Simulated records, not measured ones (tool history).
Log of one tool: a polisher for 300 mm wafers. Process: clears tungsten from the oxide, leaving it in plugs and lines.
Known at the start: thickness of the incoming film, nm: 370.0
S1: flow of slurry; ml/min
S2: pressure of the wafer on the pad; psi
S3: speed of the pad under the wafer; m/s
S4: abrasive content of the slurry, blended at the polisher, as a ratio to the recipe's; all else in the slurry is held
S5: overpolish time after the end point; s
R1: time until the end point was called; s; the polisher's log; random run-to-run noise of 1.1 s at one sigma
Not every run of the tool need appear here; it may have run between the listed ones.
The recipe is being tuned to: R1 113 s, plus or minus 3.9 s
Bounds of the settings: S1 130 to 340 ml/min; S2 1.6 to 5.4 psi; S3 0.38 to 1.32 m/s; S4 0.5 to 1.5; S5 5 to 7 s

run  hour   S1   S2    S3   S4  S5      R1
  1     0  220  3.5  0.84    1   7  135.83
  2   3.5  220  3.5  0.84    1   7  135.18
  3   8.3  220  3.6  0.84    1   7  134.04
  4  12.3  220  3.6  0.84    1   5  132.34
  5  14.2  220  3.6  0.84  0.9   5  136.44
  6  19.2  240  3.6  0.84  0.9   5  136.15
  7  28.3  240  3.7  0.84  0.9   5  131.52
  8  34.8  240  3.8  0.84  0.9   5  130.02
  9  36.2  240  3.9  0.84  0.9   5  128.08

Of the 4 settings listed for the next run, only one would bring every result within its allowed miss of target. Which one?
  A  37.6  260  3.5  1.06     1   7   ?
  B  37.6  245  4.5  0.86  1.25   7   ?
  C  37.6  290    4  0.86   0.9   5   ?
  D  37.6  260  4.5  0.84  0.95   7   ?

move      R1
   A  104.48
   B  102.64
   C  120.09
   D  112.97
A: takes the result that was furthest off past its target
B: takes the result that was furthest off past its target
C: closes in on the targets versus the last run, not all within tolerance yet
D: all results in spec
The move that meets every target is D.

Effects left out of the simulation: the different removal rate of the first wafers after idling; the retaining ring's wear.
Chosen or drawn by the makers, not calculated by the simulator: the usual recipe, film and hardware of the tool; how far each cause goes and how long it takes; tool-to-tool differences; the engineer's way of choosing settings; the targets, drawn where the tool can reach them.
